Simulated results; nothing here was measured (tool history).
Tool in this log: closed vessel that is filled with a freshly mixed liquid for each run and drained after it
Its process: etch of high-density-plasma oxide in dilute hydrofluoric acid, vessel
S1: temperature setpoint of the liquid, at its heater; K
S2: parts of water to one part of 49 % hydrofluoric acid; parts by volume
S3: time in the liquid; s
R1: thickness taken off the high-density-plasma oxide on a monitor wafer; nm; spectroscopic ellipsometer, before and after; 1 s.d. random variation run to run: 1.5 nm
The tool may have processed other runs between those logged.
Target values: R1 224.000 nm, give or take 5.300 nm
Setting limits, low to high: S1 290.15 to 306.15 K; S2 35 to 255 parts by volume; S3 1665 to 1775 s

{"run": 1, "hour": 0.0, "S1": 298.15, "S2": 145, "S3": 1665, "R1": 82.523}
{"run": 2, "hour": 6.4, "S1": 298.15, "S2": 145, "S3": 1775, "R1": 88.497}
{"run": 3, "hour": 11.3, "S1": 298.15, "S2": 100, "S3": 1775, "R1": 134.79}
{"run": 4, "hour": 17.1, "S1": 298.15, "S2": 65, "S3": 1775, "R1": 213.75}
{"run": 5, "hour": 20.7, "S1": 298.15, "S2": 35, "S3": 1775, "R1": 417.43}
{"run": 6, "hour": 25.2, "S1": 296.65, "S2": 40, "S3": 1775, "R1": 339.39}
{"run": 7, "hour": 30.3, "S1": 295.65, "S2": 45, "S3": 1775, "R1": 290.81}
{"run": 8, "hour": 38.9, "S1": 294.65, "S2": 45, "S3": 1775, "R1": 280.38}
{"run": 9, "hour": 40.1, "S1": 290.65, "S2": 55, "S3": 1775, "R1": 189.22}
{"run": 10, "hour": 40.9, "S1": 291.15, "S2": 55, "S3": 1775, "R1": 195.72}
{"run": 11, "hour": 41.7, "S1": 291.65, "S2": 55, "S3": 1775, "R1": 198.63}
{"run": 12, "hour": 49.2, "S1": 292.15, "S2": 55, "S3": 1775, "R1": 201.05}
{"run": 13, "hour": 54.2, "S1": 292.65, "S2": 55, "S3": 1775, "R1": 205.39}

Pick the move, out of 4, that brings all results within their allowed miss; only one does.
{"run": "A", "hour": 59.2, "S1": 290.65, "S2": 50, "S3": 1775, "R1": "?"}
{"run": "B", "hour": 59.2, "S1": 293.15, "S2": 60, "S3": 1720, "R1": "?"}
{"run": "C", "hour": 59.2, "S1": 291.15, "S2": 60, "S3": 1695, "R1": "?"}
{"run": "D", "hour": 59.2, "S1": 293.15, "S2": 50, "S3": 1715, "R1": "?"}

move=A R1=208.690
move=B R1=185.370
move=C R1=167.780
move=D R1=224.460
A: moves toward the targets from the last run without getting all of them in spec
B: moves away from the targets compared with the last run
C: moves away from the targets compared with the last run
D: every result within its allowed miss
Move D is the one to make.

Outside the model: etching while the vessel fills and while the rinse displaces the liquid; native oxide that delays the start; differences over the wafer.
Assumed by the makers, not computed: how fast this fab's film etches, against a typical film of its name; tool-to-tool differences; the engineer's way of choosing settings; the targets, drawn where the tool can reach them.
